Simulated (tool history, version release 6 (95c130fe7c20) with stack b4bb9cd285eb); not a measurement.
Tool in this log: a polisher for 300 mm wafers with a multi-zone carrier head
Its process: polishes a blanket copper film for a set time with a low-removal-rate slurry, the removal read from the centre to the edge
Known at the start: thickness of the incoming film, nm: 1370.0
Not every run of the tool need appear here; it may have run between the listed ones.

| run | hour | flow of slurry (ml/min) | pressure of the head's centre zone | pressure of the head's middle zone | pressure of the head's edge zone | abrasive content of the slurry | polishing time (s) | film removed at the wafer's centre (nm) | film removed at mid-radius (nm) | film removed at the wafer's edge (nm) |
|---|---|---|---|---|---|---|---|---|---|---|
| 1 | 0.0 | 230 | 1.00 | 1.00 | 1.00 | 1.0 | 87 | 316.16 | 326.72 | 329.58 |
| 2 | 1.4 | 185 | 1.00 | 1.00 | 1.00 | 1.0 | 87 | 318.22 | 312.48 | 323.22 |
| 3 | 7.4 | 220 | 1.00 | 1.00 | 1.00 | 1.0 | 87 | 329.80 | 326.97 | 335.16 |
| 4 | 14.9 | 220 | 1.00 | 1.04 | 1.00 | 1.0 | 87 | 326.22 | 340.47 | 330.10 |
| 5 | 17.0 | 215 | 0.98 | 1.03 | 0.97 | 0.9 | 85 | 306.36 | 321.13 | 306.67 |
| 6 | 24.6 | 215 | 0.98 | 1.03 | 0.97 | 1.0 | 85 | 306.59 | 328.43 | 316.49 |

The next listed run, before its measurement:
| 7 | 33.2 | 210 | 0.95 | 1.01 | 0.94 | 0.9 | 84 | ? | ? | ? |

{"run 7": {"film removed at the wafer's centre (nm)": 290.91, "film removed at mid-radius (nm)": 309.29, "film removed at the wafer's edge (nm)": 301.77}}

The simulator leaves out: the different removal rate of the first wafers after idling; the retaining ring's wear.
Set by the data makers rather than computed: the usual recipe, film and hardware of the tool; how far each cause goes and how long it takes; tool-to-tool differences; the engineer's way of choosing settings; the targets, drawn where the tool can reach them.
